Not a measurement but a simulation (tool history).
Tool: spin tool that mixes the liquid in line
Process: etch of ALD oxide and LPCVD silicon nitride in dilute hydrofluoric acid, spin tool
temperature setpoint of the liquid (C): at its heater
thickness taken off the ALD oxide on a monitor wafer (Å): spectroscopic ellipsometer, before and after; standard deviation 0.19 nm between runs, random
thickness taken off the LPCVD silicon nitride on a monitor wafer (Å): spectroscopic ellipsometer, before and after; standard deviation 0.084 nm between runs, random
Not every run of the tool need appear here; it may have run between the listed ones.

run	hour	temperature setpoint of the liquid (C)	parts of water to one part of 49 % hydrofluoric acid (parts by volume)	time under the liquid (s)	thickness taken off the ALD oxide on a monitor wafer (Å)	thickness taken off the LPCVD silicon nitride on a monitor wafer (Å)
1	0.0	23.0	150	120	78.217	2.9182
2	8.3	20.5	150	120	70.038	2.5663
3	9.0	22.5	135	120	86.202	3.6401
4	15.0	23.5	120	120	101.700	3.9124
5	22.8	23.5	150	120	78.912	3.3439
6	28.5	23.5	105	120	116.970	4.4253
7	32.1	25.0	100	120	132.560	5.1732
8	38.7	25.0	100	120	135.380	5.8665

For run 9, what comes out?
9	45.6	26.0	95	120	?	?

thickness taken off the ALD oxide on a monitor wafer (Å): 147.530
thickness taken off the LPCVD silicon nitride on a monitor wafer (Å): 6.3539
